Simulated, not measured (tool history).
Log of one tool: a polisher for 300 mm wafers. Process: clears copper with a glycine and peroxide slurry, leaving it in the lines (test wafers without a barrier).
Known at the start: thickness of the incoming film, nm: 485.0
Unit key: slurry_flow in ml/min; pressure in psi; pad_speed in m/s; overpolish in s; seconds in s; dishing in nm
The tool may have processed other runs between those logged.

| run | hour | slurry_flow | pressure | pad_speed | overpolish | seconds | dishing |
|---|---|---|---|---|---|---|---|
| 1 | 0.0 | 305 | 2.6 | 0.76 | 14 | 138.31 | 32.961 |
| 2 | 3.7 | 305 | 2.4 | 0.76 | 12 | 142.87 | 28.055 |
| 3 | 9.7 | 305 | 2.4 | 0.92 | 12 | 136.62 | 29.675 |
| 4 | 14.7 | 305 | 1.8 | 0.92 | 12 | 163.55 | 25.003 |
| 5 | 23.3 | 255 | 1.8 | 0.92 | 12 | 172.11 | 24.753 |
| 6 | 27.3 | 185 | 1.8 | 0.92 | 12 | 176.16 | 24.520 |

Run 7, settings as shown, results not yet in. Your forecast:
| 7 | 31.4 | 200 | 1.8 | 0.92 | 10 | ? | ? |

Run 7 gave seconds 173.38 s, dishing 20.160 nm.

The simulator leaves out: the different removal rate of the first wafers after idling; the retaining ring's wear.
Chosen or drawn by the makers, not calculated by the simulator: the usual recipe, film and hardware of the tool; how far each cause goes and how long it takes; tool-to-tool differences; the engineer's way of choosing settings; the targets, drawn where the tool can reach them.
